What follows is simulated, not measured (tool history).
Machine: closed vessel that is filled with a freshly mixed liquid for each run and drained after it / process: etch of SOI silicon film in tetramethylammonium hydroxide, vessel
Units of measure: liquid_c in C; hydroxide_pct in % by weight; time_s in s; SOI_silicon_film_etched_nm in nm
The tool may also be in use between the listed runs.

run	hour	liquid_c	hydroxide_pct	time_s	SOI_silicon_film_etched_nm
1	0	65	12	90	435.86
2	7.5	67.5	12	90	507.12
3	15.7	67.5	13.5	90	484.08
4	19.3	67.5	15.5	90	452.8
5	23.7	67.5	17.5	90	431.77
6	30.4	63	17.5	90	331.58
7	38.9	61	17.5	90	291.73
8	44.6	60	17.5	90	272.8
9	49.7	60	17.5	90	277.13

What will run 10 give?
10	51.2	59	17.5	90	?

Run 10 measured SOI_silicon_film_etched_nm 256.72 nm.
